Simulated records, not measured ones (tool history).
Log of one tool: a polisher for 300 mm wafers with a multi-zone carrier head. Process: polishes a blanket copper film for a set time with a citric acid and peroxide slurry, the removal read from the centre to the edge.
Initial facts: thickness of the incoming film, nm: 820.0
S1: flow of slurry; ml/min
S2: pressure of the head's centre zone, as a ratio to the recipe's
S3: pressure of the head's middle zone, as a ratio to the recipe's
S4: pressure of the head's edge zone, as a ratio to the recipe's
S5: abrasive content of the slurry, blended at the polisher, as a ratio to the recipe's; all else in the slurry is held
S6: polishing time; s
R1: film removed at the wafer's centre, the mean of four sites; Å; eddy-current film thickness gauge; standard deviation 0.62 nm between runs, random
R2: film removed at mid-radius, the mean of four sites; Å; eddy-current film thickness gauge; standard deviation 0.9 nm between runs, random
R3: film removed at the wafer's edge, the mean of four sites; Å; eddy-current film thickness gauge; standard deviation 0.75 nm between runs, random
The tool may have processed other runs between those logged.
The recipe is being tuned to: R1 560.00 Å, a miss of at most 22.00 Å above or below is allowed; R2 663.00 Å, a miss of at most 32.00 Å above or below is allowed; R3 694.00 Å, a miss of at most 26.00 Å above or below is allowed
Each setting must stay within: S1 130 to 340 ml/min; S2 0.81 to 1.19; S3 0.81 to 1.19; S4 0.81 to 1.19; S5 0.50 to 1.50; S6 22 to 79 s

run,hour,S1,S2,S3,S4,S5,S6,R1,R2,R3
1,0.0,220,1.00,1.00,1.00,1.00,50,1129.20,1132.90,1138.40
2,6.3,220,0.92,1.00,1.00,1.00,50,1036.10,1134.80,1115.00
3,11.8,215,0.91,0.99,1.01,0.95,48,976.61,1049.60,1072.80
4,16.0,215,0.91,0.99,1.01,0.95,58,1167.40,1300.20,1316.60
5,18.8,215,0.91,0.99,1.01,1.10,58,1179.70,1324.90,1314.90
6,19.7,205,0.90,0.99,1.02,1.10,54,1080.20,1251.30,1233.70
7,28.5,200,0.89,0.99,1.02,1.05,51,992.94,1156.60,1175.10
8,37.2,200,0.89,0.99,1.02,1.05,51,1020.00,1150.00,1174.10
9,41.6,195,0.88,1.00,1.02,1.00,47,934.49,1061.50,1060.70
10,45.6,190,0.87,1.00,1.04,1.00,44,853.08,968.80,997.50
11,51.4,185,0.86,1.01,1.05,1.00,42,778.52,974.97,956.11
12,58.6,185,0.86,1.01,1.05,0.95,40,731.41,891.44,911.24
13,65.0,185,0.86,1.01,1.05,0.90,39,723.60,883.59,891.25
14,68.2,185,0.86,1.01,1.05,0.85,38,701.23,842.75,843.58
15,75.5,185,0.85,1.00,1.05,0.80,37,684.14,805.55,823.97
16,82.2,185,0.85,1.00,1.05,0.75,36,647.46,784.16,784.70

Of the 5 settings listed for the next run, only one would bring every result within its allowed miss of target. Which one?
A,88.9,180,0.98,0.90,0.95,0.75,34,?,?,?
B,88.9,130,0.87,0.99,1.10,0.50,33,?,?,?
C,88.9,135,0.83,1.19,1.03,0.75,37,?,?,?
D,88.9,180,0.92,0.86,1.08,0.70,32,?,?,?
E,88.9,175,0.81,0.90,1.13,0.85,33,?,?,?

move,R1,R2,R3
A,710.32,687.82,704.65
B,567.52,659.49,688.01
C,637.81,875.52,781.35
D,621.92,624.63,700.24
E,576.62,677.22,755.53
A: the biggest miss grows against the last run
B: every result lands within tolerance
C: the biggest miss grows against the last run
D: an improvement on the last run, though not all results are within tolerance
E: puts the biggest miss on target and leaves a different result outside tolerance
Correct choice: B, which meets every target
